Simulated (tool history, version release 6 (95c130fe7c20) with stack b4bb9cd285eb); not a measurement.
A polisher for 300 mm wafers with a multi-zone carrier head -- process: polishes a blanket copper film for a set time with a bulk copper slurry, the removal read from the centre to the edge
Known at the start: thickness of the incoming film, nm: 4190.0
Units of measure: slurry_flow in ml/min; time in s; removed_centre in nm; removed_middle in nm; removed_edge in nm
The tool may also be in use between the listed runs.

Run 1, hour 0: slurry_flow 305 ml/min, centre_zone 1, middle_zone 1, edge_zone 1, slurry_solids 1, time 73 s. Result: removed_centre 529.77 nm, removed_middle 506.93 nm, removed_edge 521.68 nm.
Run 2, hour 8.8: slurry_flow 305 ml/min, centre_zone 1, middle_zone 1, edge_zone 1.05, slurry_solids 1, time 73 s. Result: removed_centre 526.96 nm, removed_middle 530.92 nm, removed_edge 532.99 nm.
Run 3, hour 15.3: slurry_flow 305 ml/min, centre_zone 0.99, middle_zone 0.97, edge_zone 1.08, slurry_solids 1.1, time 74 s. Result: removed_centre 544.09 nm, removed_middle 515.07 nm, removed_edge 554.28 nm.
Run 4, hour 20.2: slurry_flow 305 ml/min, centre_zone 0.99, middle_zone 0.9, edge_zone 1.08, slurry_solids 1.1, time 74 s. Result: removed_centre 538.24 nm, removed_middle 482.74 nm, removed_edge 554.82 nm.
Run 5, hour 26.1: slurry_flow 305 ml/min, centre_zone 0.97, middle_zone 0.93, edge_zone 1.1, slurry_solids 1.2, time 76 s. Result: removed_centre 544.23 nm, removed_middle 526.47 nm, removed_edge 583.2 nm.
Run 6, hour 29.6: slurry_flow 310 ml/min, centre_zone 0.97, middle_zone 0.94, edge_zone 1.12, slurry_solids 1.25, time 77 s. Result: removed_centre 557.75 nm, removed_middle 533.4 nm, removed_edge 593.87 nm.
Run 7, hour 30.9: slurry_flow 310 ml/min, centre_zone 0.92, middle_zone 0.99, edge_zone 1.14, slurry_solids 1.45, time 85 s. Result: removed_centre 596.08 nm, removed_middle 646.47 nm, removed_edge 685.55 nm.
Run 8, hour 33.5: slurry_flow 310 ml/min, centre_zone 0.92, middle_zone 0.99, edge_zone 1.14, slurry_solids 1.45, time 85 s. Result: removed_centre 595.45 nm, removed_middle 630.07 nm, removed_edge 689.82 nm.
Run 9, hour 38.9: slurry_flow 310 ml/min, centre_zone 0.93, middle_zone 0.99, edge_zone 1.13, slurry_solids 1.45, time 85 s. Result: removed_centre 613.61 nm, removed_middle 646.63 nm, removed_edge 683.63 nm.

Predict the results of run 10:
Run 10, hour 47.1: slurry_flow 310 ml/min, centre_zone 0.93, middle_zone 0.98, edge_zone 1.12, slurry_solids 1.45, time 85 s. Result: removed_centre ?, removed_middle ?, removed_edge ?.

{"run 10": {"removed_centre": 615.09, "removed_middle": 623.5, "removed_edge": 689.67}}
